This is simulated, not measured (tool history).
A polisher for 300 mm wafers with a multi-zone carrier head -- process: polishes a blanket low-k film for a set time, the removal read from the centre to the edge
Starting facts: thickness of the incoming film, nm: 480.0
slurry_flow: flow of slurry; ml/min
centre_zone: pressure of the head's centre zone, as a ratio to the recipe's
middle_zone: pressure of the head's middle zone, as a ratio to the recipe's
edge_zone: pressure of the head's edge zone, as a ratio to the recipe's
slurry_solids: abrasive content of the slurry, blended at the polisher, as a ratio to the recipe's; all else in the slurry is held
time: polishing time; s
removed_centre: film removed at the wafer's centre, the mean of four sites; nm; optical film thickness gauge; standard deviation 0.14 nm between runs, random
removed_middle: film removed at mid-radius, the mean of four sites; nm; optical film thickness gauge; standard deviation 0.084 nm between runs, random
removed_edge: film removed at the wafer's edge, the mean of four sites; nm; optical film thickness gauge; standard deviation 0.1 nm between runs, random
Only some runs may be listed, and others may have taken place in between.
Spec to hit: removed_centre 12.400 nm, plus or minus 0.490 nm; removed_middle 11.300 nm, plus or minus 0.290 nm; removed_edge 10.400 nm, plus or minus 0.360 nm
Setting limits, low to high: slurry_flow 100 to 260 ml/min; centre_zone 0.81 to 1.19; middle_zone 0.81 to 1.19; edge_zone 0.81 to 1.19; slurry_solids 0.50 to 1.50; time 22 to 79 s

run  hour  slurry_flow  centre_zone  middle_zone  edge_zone  slurry_solids  time  removed_centre  removed_middle  removed_edge
  1   0.0          165         1.00         1.00       1.00           1.00    50          15.321          15.935        15.539
  2   6.8          165         1.00         1.00       1.00           1.20    50          16.393          17.125        16.173
  3  10.4          165         1.00         1.00       1.00           1.00    50          15.220          15.806        15.032
  4  17.6          165         1.01         0.99       0.98           0.95    49          14.482          14.988        14.521
  5  23.2          165         1.01         0.99       0.98           1.10    49          15.281          16.135        15.162
  6  27.7          165         1.05         0.99       0.98           1.10    49          16.763          16.023        15.236
  7  31.6          165         1.06         0.99       0.96           1.00    48          15.775          14.904        14.433
  8  38.4          190         1.16         1.09       0.86           0.75    40          13.130          12.552        10.230
  9  43.1          185         1.16         1.08       0.87           0.75    40          13.103          12.281        10.440
 10  49.3          180         1.16         1.08       0.87           0.75    40          13.106          12.051        10.241
 11  51.6          175         1.15         1.08       0.88           0.75    40          12.863          12.327        10.232
 12  53.2          175         1.15         1.07       0.88           0.75    40          12.910          12.101        10.384
 13  56.5          170         1.15         1.06       0.88           0.75    40          12.841          11.980        10.353
 14  64.4          165         1.15         1.05       0.88           0.75    40          12.556          11.722        10.381

Of the 4 settings listed for the next run, only one would bring every result within its allowed miss of target. Which one?
  A  72.3          180         1.10         1.04       0.88           0.80    39               ?               ?             ?
  B  72.3          160         1.13         1.00       0.90           0.65    43               ?               ?             ?
  C  72.3          125         1.03         1.01       0.92           0.85    40               ?               ?             ?
  D  72.3          180         1.06         0.92       0.91           0.65    45               ?               ?             ?

move  removed_centre  removed_middle  removed_edge
   A          12.336          11.958        10.340
   B          12.531          11.468        10.426
   C          11.098          11.336        10.487
   D          12.593          11.441        11.153
A: moves away from the targets compared with the last run
B: all results land within tolerance of their targets
C: puts the biggest miss on target and leaves a different result outside tolerance
D: puts the biggest miss on target and leaves a different result outside tolerance
B is the move that brings every result within its allowed miss.
